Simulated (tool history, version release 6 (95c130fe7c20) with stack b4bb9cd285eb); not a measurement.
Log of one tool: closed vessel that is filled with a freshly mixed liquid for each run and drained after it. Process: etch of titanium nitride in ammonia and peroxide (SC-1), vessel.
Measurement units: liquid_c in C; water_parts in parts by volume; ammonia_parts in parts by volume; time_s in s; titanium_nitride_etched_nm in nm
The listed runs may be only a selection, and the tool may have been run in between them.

| run | hour | liquid_c | water_parts | ammonia_parts | time_s | titanium_nitride_etched_nm |
|---|---|---|---|---|---|---|
| 1 | 0 | 54 | 23.5 | 0.55 | 200 | 7.1404 |
| 2 | 3.7 | 54 | 23.5 | 0.55 | 155 | 5.5635 |
| 3 | 12.4 | 58.5 | 22.5 | 0.55 | 155 | 7.5831 |
| 4 | 20 | 58.5 | 22.5 | 0.55 | 155 | 7.639 |
| 5 | 22.4 | 61.5 | 20 | 0.55 | 155 | 9.9953 |
| 6 | 28.2 | 57.5 | 20 | 0.55 | 155 | 7.6802 |
| 7 | 37.6 | 61 | 18.5 | 0.55 | 155 | 10.162 |
| 8 | 38.8 | 63.5 | 18 | 0.55 | 155 | 12.071 |

What will run 9 give?
| 9 | 47.8 | 65.5 | 18 | 0.55 | 155 | ? |

{"run 9": {"titanium_nitride_etched_nm": 13.563}}
